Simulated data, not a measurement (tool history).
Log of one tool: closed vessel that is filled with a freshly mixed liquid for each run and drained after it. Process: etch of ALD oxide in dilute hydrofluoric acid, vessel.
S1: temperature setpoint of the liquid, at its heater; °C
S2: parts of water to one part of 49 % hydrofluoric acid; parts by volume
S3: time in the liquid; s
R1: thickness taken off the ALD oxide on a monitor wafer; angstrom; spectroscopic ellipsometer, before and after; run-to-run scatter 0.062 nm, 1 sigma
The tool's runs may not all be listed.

| run | hour | S1 | S2 | S3 | R1 |
|---|---|---|---|---|---|
| 1 | 0 | 24 | 225 | 260 | 279.3 |
| 2 | 1.9 | 24 | 275 | 260 | 217.37 |
| 3 | 9.2 | 22.5 | 275 | 260 | 207.11 |
| 4 | 10.8 | 21.5 | 275 | 260 | 198.21 |
| 5 | 18.4 | 23 | 275 | 260 | 209.68 |
| 6 | 23 | 22 | 275 | 260 | 202.61 |

Run 7, settings as shown, results not yet in. Your forecast:
| 7 | 25.9 | 21 | 275 | 260 | ? |

Run 7 gave R1 194.42 angstrom.

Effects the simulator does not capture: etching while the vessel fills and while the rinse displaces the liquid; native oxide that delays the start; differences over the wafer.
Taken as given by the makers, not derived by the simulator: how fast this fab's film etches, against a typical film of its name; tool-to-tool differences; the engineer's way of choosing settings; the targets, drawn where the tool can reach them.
